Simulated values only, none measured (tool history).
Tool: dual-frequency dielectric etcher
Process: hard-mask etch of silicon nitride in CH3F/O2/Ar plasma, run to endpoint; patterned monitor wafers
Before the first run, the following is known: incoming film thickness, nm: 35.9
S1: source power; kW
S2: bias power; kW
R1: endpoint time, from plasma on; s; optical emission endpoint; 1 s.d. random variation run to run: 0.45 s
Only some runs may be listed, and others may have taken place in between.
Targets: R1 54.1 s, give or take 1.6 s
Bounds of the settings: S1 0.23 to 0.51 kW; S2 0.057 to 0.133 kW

run  hour    S1     S2      R1
  1     0  0.37  0.095  45.371
  2   3.4  0.41  0.095  44.838
  3   7.3  0.36  0.095  46.573
  4  12.3  0.38  0.095  45.743
  5    17  0.37  0.091  47.115
  6  24.8  0.31  0.091  50.234
  7  30.3   0.3   0.09  50.508
  8  34.8  0.25   0.08  58.526
  9  36.2  0.26   0.08   57.22
 10  40.6  0.27   0.08  56.163

5 candidate next runs follow, results not yet known. Just one meets every target within its allowed miss. Identify it.
  A    45  0.23  0.086   ?
  B    45  0.23  0.087   ?
  C    45  0.29  0.082   ?
  D    45  0.29  0.072   ?
  E    45  0.26  0.081   ?

move      R1
   A  58.034
   B  57.738
   C  53.598
   D  56.713
   E   56.48
A: its largest miss is bigger than the last run's
B: its largest miss is bigger than the last run's
C: all results in spec
D: its largest miss is bigger than the last run's
E: its largest miss is bigger than the last run's
Go with C: it meets all targets.
